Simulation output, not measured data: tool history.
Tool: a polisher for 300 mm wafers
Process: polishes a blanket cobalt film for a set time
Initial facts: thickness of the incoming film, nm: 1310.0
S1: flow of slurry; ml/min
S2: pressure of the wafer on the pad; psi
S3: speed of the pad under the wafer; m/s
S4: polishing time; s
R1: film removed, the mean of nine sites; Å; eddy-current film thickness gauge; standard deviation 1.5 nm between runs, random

run,hour,S1,S2,S3,S4,R1
1,0.0,125,1.8,1.14,102,5387.8
2,3.5,95,1.8,1.14,102,5037.3
3,9.1,90,1.5,1.04,102,3857.5
4,16.3,90,1.5,1.04,102,3853.3
5,24.4,90,1.5,1.04,107,4045.7
6,29.0,85,1.3,0.96,107,3164.0
7,30.2,85,1.2,0.92,107,2805.5

The next listed run, before its measurement:
8,34.4,85,1.1,0.90,107,?

R1: 2548.4 Å
